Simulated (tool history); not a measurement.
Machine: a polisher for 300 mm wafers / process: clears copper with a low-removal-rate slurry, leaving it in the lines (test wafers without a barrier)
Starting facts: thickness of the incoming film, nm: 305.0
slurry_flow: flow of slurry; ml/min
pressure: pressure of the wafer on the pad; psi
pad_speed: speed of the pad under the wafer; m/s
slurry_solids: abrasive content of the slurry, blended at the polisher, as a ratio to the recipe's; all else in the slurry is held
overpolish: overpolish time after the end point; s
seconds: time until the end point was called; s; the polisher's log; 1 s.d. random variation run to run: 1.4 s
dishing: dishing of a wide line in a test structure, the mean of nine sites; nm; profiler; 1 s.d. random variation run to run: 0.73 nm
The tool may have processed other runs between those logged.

run,day,slurry_flow,pressure,pad_speed,slurry_solids,overpolish,seconds,dishing
1,0,120,2.9,1.34,1,16,77.172,39.458
2,0.179,110,2.9,1.34,1,16,79.031,38.963
3,0.438,110,3.6,1.34,1,16,64.921,47.883
4,0.5,110,4.1,1.34,1,16,56.352,52.486
5,0.742,110,4.5,1.34,1,16,50.804,55.884
6,0.883,110,4.5,1.34,0.9,16,52.43,55.214
7,1.146,105,4.1,1.32,0.9,17,58.155,51.617
8,1.392,105,3.7,1.3,0.95,19,65.344,50.314
9,1.442,105,3.3,1.3,1,21,71.309,52.021
10,1.496,105,3.3,1.3,1,21,71.032,50.984
11,1.762,105,3,1.3,1,22,79.2,50.727

The next listed run, before its measurement:
12,1.996,105,2.8,1.3,1,23,?,?

seconds: 85.059 s
dishing: 48.678 nm
